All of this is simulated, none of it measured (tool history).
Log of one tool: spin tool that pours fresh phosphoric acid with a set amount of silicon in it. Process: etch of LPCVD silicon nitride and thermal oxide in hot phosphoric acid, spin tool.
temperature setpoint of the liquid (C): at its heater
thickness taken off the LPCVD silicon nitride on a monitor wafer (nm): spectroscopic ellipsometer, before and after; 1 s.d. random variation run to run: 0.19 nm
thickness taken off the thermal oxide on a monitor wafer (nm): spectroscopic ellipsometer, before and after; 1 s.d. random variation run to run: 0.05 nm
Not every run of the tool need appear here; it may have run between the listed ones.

run  hour  temperature setpoint of the liquid (C)  silicon dissolved in the acid as it is poured (mg a litre)  time under the liquid (s)  thickness taken off the LPCVD silicon nitride on a monitor wafer (nm)  thickness taken off the thermal oxide on a monitor wafer (nm)
  1   0.0                                   160.0                                                         9.5                        180                                                                 16.356                                                        0.45180
  2   7.6                                   160.0                                                         9.5                        240                                                                 21.678                                                        0.60718
  3  12.0                                   161.0                                                        12.5                        245                                                                 23.058                                                        0.58524
  4  21.0                                   161.0                                                        12.5                        315                                                                 29.537                                                        0.86785
  5  23.9                                   161.0                                                        16.0                        315                                                                 29.554                                                        0.64276
  6  26.0                                   161.0                                                        16.0                        350                                                                 32.989                                                        0.71371
  7  30.6                                   160.0                                                        14.5                        340                                                                 30.866                                                        0.73191
  8  34.1                                   159.0                                                        14.0                        340                                                                 29.797                                                        0.74821

Estimate the outcome of run 9 from the log above:
  9  38.0                                   158.5                                                        14.5                        340                                                                      ?                                                              ?

{"run 9": {"thickness taken off the LPCVD silicon nitride on a monitor wafer (nm)": 29.24, "thickness taken off the thermal oxide on a monitor wafer (nm)": 0.61371}}

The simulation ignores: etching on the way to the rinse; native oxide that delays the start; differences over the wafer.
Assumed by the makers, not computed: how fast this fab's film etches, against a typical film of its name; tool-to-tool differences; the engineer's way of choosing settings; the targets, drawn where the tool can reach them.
